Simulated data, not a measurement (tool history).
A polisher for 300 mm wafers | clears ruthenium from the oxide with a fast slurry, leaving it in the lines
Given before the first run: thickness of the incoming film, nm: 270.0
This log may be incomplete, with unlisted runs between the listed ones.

| run | hour | flow of slurry (ml/min) | pressure of the wafer on the pad (kPa) | speed of the pad under the wafer (m/s) | abrasive content of the slurry | overpolish time after the end point (s) | time until the end point was called (s) | dishing of a wide line in a test structure (angstrom) |
|---|---|---|---|---|---|---|---|---|
| 1 | 0.0 | 290 | 22.1 | 0.92 | 1.0 | 17 | 72.181 | 552.24 |
| 2 | 7.0 | 290 | 22.1 | 0.92 | 1.0 | 22 | 70.862 | 688.70 |
| 3 | 12.8 | 290 | 22.1 | 0.92 | 1.0 | 19 | 68.314 | 612.39 |
| 4 | 17.2 | 290 | 19.3 | 0.84 | 1.0 | 16 | 86.158 | 440.25 |
| 5 | 23.9 | 245 | 19.3 | 0.84 | 1.0 | 16 | 86.712 | 439.75 |
| 6 | 29.2 | 245 | 15.9 | 0.84 | 1.0 | 16 | 105.330 | 366.05 |

What does the tool deliver on the next run?
| 7 | 31.4 | 245 | 14.5 | 0.84 | 1.0 | 15 | ? | ? |

time until the end point was called (s): 114.730
dishing of a wide line in a test structure (angstrom): 314.27
